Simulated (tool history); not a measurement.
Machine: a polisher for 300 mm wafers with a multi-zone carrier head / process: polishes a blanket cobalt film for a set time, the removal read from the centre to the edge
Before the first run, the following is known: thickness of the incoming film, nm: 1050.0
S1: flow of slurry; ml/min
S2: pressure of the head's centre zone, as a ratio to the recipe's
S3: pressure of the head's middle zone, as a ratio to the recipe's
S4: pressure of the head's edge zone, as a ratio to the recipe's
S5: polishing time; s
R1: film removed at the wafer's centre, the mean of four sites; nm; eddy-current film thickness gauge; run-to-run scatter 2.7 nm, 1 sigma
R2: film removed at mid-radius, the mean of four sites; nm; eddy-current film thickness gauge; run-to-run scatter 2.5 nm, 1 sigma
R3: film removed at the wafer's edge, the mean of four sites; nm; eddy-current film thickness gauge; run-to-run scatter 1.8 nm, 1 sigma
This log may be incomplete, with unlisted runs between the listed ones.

{"run": 1, "hour": 0.0, "S1": 145, "S2": 1, "S3": 1, "S4": 1, "S5": 42, "R1": 311.3, "R2": 311.96, "R3": 296.22}
{"run": 2, "hour": 4.0, "S1": 145, "S2": 1, "S3": 0.97, "S4": 1, "S5": 42, "R1": 311.8, "R2": 304.98, "R3": 301.82}
{"run": 3, "hour": 9.4, "S1": 135, "S2": 1.03, "S3": 0.95, "S4": 0.95, "S5": 41, "R1": 303.55, "R2": 289.86, "R3": 278.02}
{"run": 4, "hour": 13.6, "S1": 120, "S2": 1.03, "S3": 0.95, "S4": 0.95, "S5": 41, "R1": 299.73, "R2": 277.78, "R3": 278.48}
{"run": 5, "hour": 21.7, "S1": 110, "S2": 1.05, "S3": 0.93, "S4": 0.91, "S5": 41, "R1": 294.06, "R2": 264.86, "R3": 266.8}
{"run": 6, "hour": 29.5, "S1": 110, "S2": 1.05, "S3": 0.9, "S4": 0.91, "S5": 41, "R1": 291.97, "R2": 253.24, "R3": 267.63}

What does the tool deliver on the next run?
{"run": 7, "hour": 33.0, "S1": 110, "S2": 1.05, "S3": 0.9, "S4": 0.91, "S5": 41, "R1": "?", "R2": "?", "R3": "?"}

{"run 7": {"R1": 291.4, "R2": 259.5, "R3": 267.73}}
